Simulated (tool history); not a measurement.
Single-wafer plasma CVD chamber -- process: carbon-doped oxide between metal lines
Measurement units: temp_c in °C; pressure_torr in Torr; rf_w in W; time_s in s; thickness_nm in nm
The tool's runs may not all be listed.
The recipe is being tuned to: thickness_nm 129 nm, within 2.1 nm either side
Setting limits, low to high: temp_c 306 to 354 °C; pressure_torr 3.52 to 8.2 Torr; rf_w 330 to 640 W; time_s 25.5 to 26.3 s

run    day  temp_c  pressure_torr  rf_w  time_s  thickness_nm
  1      0     330           5.86   485    25.5        141.55
  2  0.279     330           5.86   530    25.5         148.7
  3   0.65     330           5.86   530    25.5        150.34
  4  0.712     336           5.41   510    25.5         140.6
  5  0.888     336           5.41   550    25.5        147.16
  6  1.179     341           4.95   540    25.5        140.05
  7  1.492     345            4.7   535    25.5        136.29
  8  1.688     347           4.52   530    25.5        133.68
  9  1.729     349           4.42   530    25.5        131.71

Below are 5 possible settings for the next run. Only one of them brings all results inside the allowed miss of their targets. Which is it?
  A  1.771     354           4.02   540    26.3             ?
  B  1.771     354            4.2   490    25.7             ?
  C  1.771     337           4.35   495    26.3             ?
  D  1.771     354           3.52   530    25.5             ?
  E  1.771     353           4.21   540    25.5             ?

move  thickness_nm
   A         132.6
   B        123.34
   C        135.26
   D        125.22
   E        130.21
A: its largest miss is bigger than the last run's
B: carries the result that was furthest off beyond its target, to the other side
C: its largest miss is bigger than the last run's
D: carries the result that was furthest off beyond its target, to the other side
E: every result lands within tolerance
E is the move that brings every result within its allowed miss.
